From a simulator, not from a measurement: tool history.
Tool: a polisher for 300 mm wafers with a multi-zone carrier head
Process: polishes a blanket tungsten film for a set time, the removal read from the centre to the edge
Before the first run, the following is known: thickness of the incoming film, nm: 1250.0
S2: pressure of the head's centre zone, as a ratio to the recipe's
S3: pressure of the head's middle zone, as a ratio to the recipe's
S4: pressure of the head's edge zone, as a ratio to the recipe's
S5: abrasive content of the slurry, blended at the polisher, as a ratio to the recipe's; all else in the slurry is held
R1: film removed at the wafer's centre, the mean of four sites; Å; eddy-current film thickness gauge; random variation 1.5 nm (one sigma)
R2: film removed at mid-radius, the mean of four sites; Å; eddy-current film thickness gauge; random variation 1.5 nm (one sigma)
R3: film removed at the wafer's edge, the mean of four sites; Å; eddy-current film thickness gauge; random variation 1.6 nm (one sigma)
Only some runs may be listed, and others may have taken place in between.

Run 1, hour 0: flow of slurry (ml/min) 160, S2 1, S3 1, S4 1, S5 1, polishing time (s) 35. Result: R1 1288.4 Å, R2 1375.5 Å, R3 1393.4 Å.
Run 2, hour 6.4: flow of slurry (ml/min) 170, S2 1.02, S3 1.01, S4 1.02, S5 1.05, polishing time (s) 35. Result: R1 1368.2 Å, R2 1410.6 Å, R3 1438.8 Å.
Run 3, hour 12: flow of slurry (ml/min) 170, S2 1.02, S3 1.01, S4 1.02, S5 1.15, polishing time (s) 35. Result: R1 1397.9 Å, R2 1411.3 Å, R3 1484.3 Å.
Run 4, hour 14.6: flow of slurry (ml/min) 170, S2 1.02, S3 1.01, S4 1.02, S5 1.35, polishing time (s) 35. Result: R1 1424 Å, R2 1478.5 Å, R3 1494.8 Å.
Run 5, hour 21.8: flow of slurry (ml/min) 135, S2 1.02, S3 1.01, S4 1.02, S5 1.35, polishing time (s) 35. Result: R1 1349.4 Å, R2 1410.8 Å, R3 1456.8 Å.
At hour 24.1: slurry nozzle cleaned.
Run 6, hour 24.1: flow of slurry (ml/min) 145, S2 1.04, S3 1.02, S4 1.04, S5 1.35, polishing time (s) 35. Result: R1 1538 Å, R2 1513.9 Å, R3 1577.2 Å.

The next listed run, before its measurement:
Run 7, hour 25.1: flow of slurry (ml/min) 190, S2 1.05, S3 1.02, S4 1.02, S5 1.35, polishing time (s) 35. Result: R1 ?, R2 ?, R3 ?.

R1: 1573.7 Å
R2: 1590.2 Å
R3: 1586.7 Å
